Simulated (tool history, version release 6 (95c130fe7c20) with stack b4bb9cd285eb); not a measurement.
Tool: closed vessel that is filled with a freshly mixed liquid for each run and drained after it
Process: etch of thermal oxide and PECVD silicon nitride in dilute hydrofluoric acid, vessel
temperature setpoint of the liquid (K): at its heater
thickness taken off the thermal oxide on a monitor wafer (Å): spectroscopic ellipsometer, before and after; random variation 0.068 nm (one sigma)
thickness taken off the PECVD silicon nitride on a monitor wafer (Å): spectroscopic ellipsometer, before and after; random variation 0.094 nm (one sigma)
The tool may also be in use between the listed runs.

| run | hour | temperature setpoint of the liquid (K) | parts of water to one part of 49 % hydrofluoric acid (parts by volume) | time in the liquid (s) | thickness taken off the thermal oxide on a monitor wafer (Å) | thickness taken off the PECVD silicon nitride on a monitor wafer (Å) |
|---|---|---|---|---|---|---|
| 1 | 0.0 | 297.15 | 140 | 190 | 67.720 | 78.880 |
| 2 | 1.4 | 298.15 | 130 | 185 | 74.181 | 89.119 |
| 3 | 7.4 | 298.15 | 85 | 185 | 120.940 | 135.260 |
| 4 | 13.9 | 298.65 | 90 | 185 | 114.580 | 130.740 |
| 5 | 15.2 | 295.65 | 90 | 185 | 101.780 | 107.280 |
| 6 | 16.6 | 296.65 | 90 | 185 | 106.770 | 116.620 |
| 7 | 25.5 | 297.65 | 90 | 185 | 110.110 | 122.350 |
| 8 | 33.8 | 298.15 | 90 | 185 | 113.600 | 126.480 |

The next listed run, before its measurement:
| 9 | 38.7 | 298.65 | 95 | 185 | ? | ? |

{"run 9": {"thickness taken off the thermal oxide on a monitor wafer (Å)": 108.9, "thickness taken off the PECVD silicon nitride on a monitor wafer (Å)": 125.12}}

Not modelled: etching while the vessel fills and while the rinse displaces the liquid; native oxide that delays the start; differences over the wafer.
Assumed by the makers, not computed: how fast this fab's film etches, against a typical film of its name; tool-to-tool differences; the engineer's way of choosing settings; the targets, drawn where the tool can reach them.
